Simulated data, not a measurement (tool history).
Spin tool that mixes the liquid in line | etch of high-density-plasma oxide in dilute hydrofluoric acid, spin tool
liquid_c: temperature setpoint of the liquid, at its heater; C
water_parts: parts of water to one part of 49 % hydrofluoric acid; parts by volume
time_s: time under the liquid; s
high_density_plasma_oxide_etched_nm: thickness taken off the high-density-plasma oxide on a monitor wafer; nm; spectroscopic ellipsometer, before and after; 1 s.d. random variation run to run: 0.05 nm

run	hour	liquid_c	water_parts	time_s	high_density_plasma_oxide_etched_nm
1	0	20	115	305	12.983
2	3.8	17	115	305	11.573
3	8.7	18.5	115	305	12.292
4	14.3	18.5	80	305	18.338
5	18.5	17	80	305	17.126
6	24.8	17	80	325	18.254
7	29.9	17	90	325	16.037
8	32.8	17	95	325	15.212

Run 9 comes next. What will it give?
9	39.8	17	100	325	?

{"run 9": {"high_density_plasma_oxide_etched_nm": 14.505}}
